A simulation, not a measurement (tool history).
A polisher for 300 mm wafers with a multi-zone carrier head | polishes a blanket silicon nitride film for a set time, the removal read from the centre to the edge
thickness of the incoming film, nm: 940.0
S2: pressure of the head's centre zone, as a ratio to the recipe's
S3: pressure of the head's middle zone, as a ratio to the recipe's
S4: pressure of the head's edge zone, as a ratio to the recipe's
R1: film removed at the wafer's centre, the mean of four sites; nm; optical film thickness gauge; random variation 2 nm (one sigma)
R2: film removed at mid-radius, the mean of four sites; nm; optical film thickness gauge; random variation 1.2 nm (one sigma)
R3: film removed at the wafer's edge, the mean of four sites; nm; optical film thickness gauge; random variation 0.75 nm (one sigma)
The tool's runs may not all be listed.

Run 1, day 0.000: flow of slurry (ml/min) 205, S2 1.00, S3 1.00, S4 1.00, polishing time (s) 50. Result: R1 80.206 nm, R2 82.794 nm, R3 80.936 nm.
Run 2, day 0.204: flow of slurry (ml/min) 205, S2 1.00, S3 1.00, S4 1.00, polishing time (s) 45. Result: R1 73.628 nm, R2 73.604 nm, R3 72.473 nm.
Run 3, day 0.333: flow of slurry (ml/min) 205, S2 1.00, S3 1.06, S4 1.00, polishing time (s) 45. Result: R1 75.546 nm, R2 78.950 nm, R3 72.123 nm.
Run 4, day 0.433: flow of slurry (ml/min) 170, S2 1.00, S3 1.06, S4 1.00, polishing time (s) 45. Result: R1 72.493 nm, R2 75.881 nm, R3 70.517 nm.
Run 5, day 0.600: flow of slurry (ml/min) 170, S2 1.00, S3 1.06, S4 1.00, polishing time (s) 40. Result: R1 62.854 nm, R2 66.703 nm, R3 62.763 nm.
Run 6, day 0.625: flow of slurry (ml/min) 125, S2 1.00, S3 1.06, S4 1.00, polishing time (s) 40. Result: R1 58.215 nm, R2 64.160 nm, R3 60.194 nm.
Run 7, day 0.808: flow of slurry (ml/min) 145, S2 1.01, S3 1.08, S4 1.02, polishing time (s) 43. Result: R1 65.804 nm, R2 71.658 nm, R3 66.761 nm.
Run 8, day 1.079: flow of slurry (ml/min) 165, S2 1.03, S3 1.10, S4 1.04, polishing time (s) 45. Result: R1 72.271 nm, R2 80.215 nm, R3 71.600 nm.
Run 9, day 1.112: flow of slurry (ml/min) 185, S2 1.05, S3 1.09, S4 1.05, polishing time (s) 47. Result: R1 80.395 nm, R2 83.887 nm, R3 75.948 nm.
Run 10, day 1.188: flow of slurry (ml/min) 200, S2 1.07, S3 1.10, S4 1.07, polishing time (s) 49. Result: R1 84.128 nm, R2 87.825 nm, R3 80.069 nm.
Run 11, day 1.312: flow of slurry (ml/min) 215, S2 1.09, S3 1.11, S4 1.08, polishing time (s) 51. Result: R1 92.697 nm, R2 91.903 nm, R3 85.277 nm.
Run 12, day 1.362: flow of slurry (ml/min) 225, S2 1.10, S3 1.12, S4 1.08, polishing time (s) 53. Result: R1 96.756 nm, R2 100.990 nm, R3 90.069 nm.
Run 13, day 1.571: flow of slurry (ml/min) 225, S2 1.10, S3 1.12, S4 1.08, polishing time (s) 53. Result: R1 99.164 nm, R2 97.508 nm, R3 88.571 nm.
At day 1.688: worn pad replaced by a new one.
Run 14, day 1.688: flow of slurry (ml/min) 235, S2 1.11, S3 1.13, S4 1.09, polishing time (s) 54. Result: R1 111.570 nm, R2 114.580 nm, R3 100.440 nm.

Forecast run 15:
Run 15, day 1.829: flow of slurry (ml/min) 235, S2 1.11, S3 1.13, S4 1.09, polishing time (s) 54. Result: R1 ?, R2 ?, R3 ?.

Run 15 gave R1 114.720 nm, R2 112.360 nm, R3 101.330 nm.
